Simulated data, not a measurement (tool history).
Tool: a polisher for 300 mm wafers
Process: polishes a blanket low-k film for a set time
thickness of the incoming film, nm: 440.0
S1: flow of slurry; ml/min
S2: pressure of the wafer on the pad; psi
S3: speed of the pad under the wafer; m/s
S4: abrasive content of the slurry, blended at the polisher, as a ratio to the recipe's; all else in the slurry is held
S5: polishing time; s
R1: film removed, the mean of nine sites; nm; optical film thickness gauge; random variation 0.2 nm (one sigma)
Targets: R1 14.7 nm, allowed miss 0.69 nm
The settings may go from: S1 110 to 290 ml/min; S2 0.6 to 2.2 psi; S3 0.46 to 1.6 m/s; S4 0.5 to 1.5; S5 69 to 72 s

run,hour,S1,S2,S3,S4,S5,R1
1,0,185,1.4,1.02,1,69,20.331
2,2.8,140,1.4,1.02,1,69,19.907
3,5,140,1.3,1.02,1,69,18.492
4,7.1,140,1.1,1.02,1,69,16.673
5,13.5,140,1.1,1.02,1.2,69,17.905
6,21.6,180,1.1,1.02,1.2,69,19.31
7,24.4,175,1,1.02,1.2,69,17.699
8,27.5,170,0.9,1.02,1.2,69,16.433
9,34.1,165,0.9,1.02,1.2,69,16.541

Which of these 4 next moves meets every target?
A,40.7,185,0.8,1.1,1.2,70,?
B,40.7,175,0.9,0.88,1.05,69,?
C,40.7,150,1,0.98,1.25,71,?
D,40.7,145,1,1.1,1.1,72,?

move,R1
A,17.214
B,15.138
C,17.965
D,18.538
A: further off than the last run
B: meets every target
C: further off than the last run
D: further off than the last run
Answer: B
